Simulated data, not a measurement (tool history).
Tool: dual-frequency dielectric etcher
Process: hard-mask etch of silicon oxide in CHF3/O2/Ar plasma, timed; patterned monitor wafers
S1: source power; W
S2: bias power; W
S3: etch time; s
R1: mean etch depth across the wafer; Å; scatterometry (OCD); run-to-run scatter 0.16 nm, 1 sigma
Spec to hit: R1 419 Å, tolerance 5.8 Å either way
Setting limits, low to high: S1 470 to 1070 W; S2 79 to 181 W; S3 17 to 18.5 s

run	hour	S1	S2	S3	R1
1	0	770	130	18.5	379.21
2	1.8	770	130	17	351.7
3	2.5	830	133	17	365.36
4	6.6	870	137	17	373.29
5	8	870	137	17	373.1
6	17	910	141	17	385.48
7	23.6	1060	144	17	412.86
8	30.4	1060	145	17	412.4

Consider the 5 candidate settings below. Which is the only one whose results all fall within their allowed miss of target?
A	37.2	930	135	18	?
B	37.2	1060	138	17	?
C	37.2	950	134	17.5	?
D	37.2	970	127	18	?
E	37.2	1040	155	17	?

move	R1
A	405.3
B	406.34
C	396.59
D	404.96
E	417.56
A: its largest miss is bigger than the last run's
B: its largest miss is bigger than the last run's
C: its largest miss is bigger than the last run's
D: its largest miss is bigger than the last run's
E: every result lands within tolerance
So the answer is move E, the one that meets all the targets.
